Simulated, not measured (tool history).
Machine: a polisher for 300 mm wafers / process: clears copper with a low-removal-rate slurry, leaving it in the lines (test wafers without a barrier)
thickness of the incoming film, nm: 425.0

run    day  flow of slurry (ml/min)  pressure of the wafer on the pad (psi)  speed of the pad under the wafer (m/s)  abrasive content of the slurry  overpolish time after the end point (s)  time until the end point was called (s)  dishing of a wide line in a test structure (nm)
  1  0.000                      305                                     3.7                                    1.42                             1.0                                       17                                   81.786                                           59.924
  2  0.300                      305                                     4.3                                    1.42                             1.0                                       17                                   71.092                                           66.407
  3  0.617                      305                                     3.8                                    1.42                             1.0                                       17                                   80.701                                           59.592
  4  0.758                      340                                     3.8                                    1.42                             1.0                                       17                                   81.927                                           58.588
  5  0.796                      340                                     3.5                                    1.42                             1.0                                       15                                   85.151                                           51.899
  6  0.875                      340                                     3.2                                    1.42                             1.0                                       13                                   94.568                                           42.386

Expected results for the next run?
  7  1.162                      340                                     3.1                                    1.42                             1.0                                       12                                        ?                                                ?

{"run 7": {"time until the end point was called (s)": 93.909, "dishing of a wide line in a test structure (nm)": 38.918}}
